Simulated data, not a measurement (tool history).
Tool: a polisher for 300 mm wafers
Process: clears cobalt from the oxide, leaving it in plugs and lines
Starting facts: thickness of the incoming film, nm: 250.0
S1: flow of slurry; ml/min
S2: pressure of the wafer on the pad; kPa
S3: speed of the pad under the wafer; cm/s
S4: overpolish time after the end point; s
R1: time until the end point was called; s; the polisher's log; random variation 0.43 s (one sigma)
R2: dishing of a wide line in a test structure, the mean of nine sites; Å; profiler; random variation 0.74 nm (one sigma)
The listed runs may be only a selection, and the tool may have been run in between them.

| run | hour | S1 | S2 | S3 | S4 | R1 | R2 |
|---|---|---|---|---|---|---|---|
| 1 | 0 | 165 | 12.4 | 86 | 9 | 60.897 | 231.08 |
| 2 | 4.7 | 165 | 14.5 | 86 | 9 | 52.299 | 250.18 |
| 3 | 11.6 | 165 | 14.5 | 96 | 9 | 46.641 | 257.46 |
| 4 | 17.5 | 165 | 14.5 | 112 | 9 | 40.45 | 282.35 |
| 5 | 23 | 165 | 14.5 | 112 | 6 | 40.773 | 226.42 |
| 6 | 28.9 | 145 | 14.5 | 112 | 6 | 40.986 | 220.95 |

Forecast run 7:
| 7 | 29.8 | 145 | 13.8 | 112 | 8 | ? | ? |

{"run 7": {"R1": 42.925, "R2": 273.45}}

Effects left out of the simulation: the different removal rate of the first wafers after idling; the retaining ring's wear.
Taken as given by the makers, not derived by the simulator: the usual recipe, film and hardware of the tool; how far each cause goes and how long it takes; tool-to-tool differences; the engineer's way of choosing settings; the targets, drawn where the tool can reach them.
